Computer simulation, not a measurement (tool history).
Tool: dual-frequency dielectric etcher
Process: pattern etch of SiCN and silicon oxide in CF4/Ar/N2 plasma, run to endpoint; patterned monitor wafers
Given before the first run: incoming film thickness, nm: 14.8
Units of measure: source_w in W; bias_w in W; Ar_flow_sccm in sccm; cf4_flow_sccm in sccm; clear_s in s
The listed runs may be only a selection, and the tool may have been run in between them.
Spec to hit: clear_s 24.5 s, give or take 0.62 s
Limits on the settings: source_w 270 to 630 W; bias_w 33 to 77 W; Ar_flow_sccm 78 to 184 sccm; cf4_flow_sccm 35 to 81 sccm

run	hour	source_w	bias_w	Ar_flow_sccm	cf4_flow_sccm	clear_s
1	0	450	55	131	58	17.892
2	5.3	450	55	149	58	17.931
3	8.8	450	55	161	58	18.571
4	17	400	55	161	58	20.059
5	19.2	380	55	161	58	21.245
6	26	370	55	161	58	21.382
7	34.2	350	55	161	58	22.141
8	40.8	340	55	161	58	22.708
9	46.9	330	55	161	58	23.302
10	51.5	320	55	161	58	23.631

Consider the 5 candidate settings below. Which is the only one whose results all fall within their allowed miss of target?
A	56.1	370	46	184	57	?
B	56.1	340	44	135	62	?
C	56.1	360	52	164	60	?
D	56.1	340	61	164	53	?
E	56.1	300	54	148	60	?

move	clear_s
A	22.317
B	22.585
C	21.766
D	22.385
E	24.327
A: misses by more than the last run did
B: misses by more than the last run did
C: misses by more than the last run did
D: misses by more than the last run did
E: all results in spec
The move that meets every target is E.
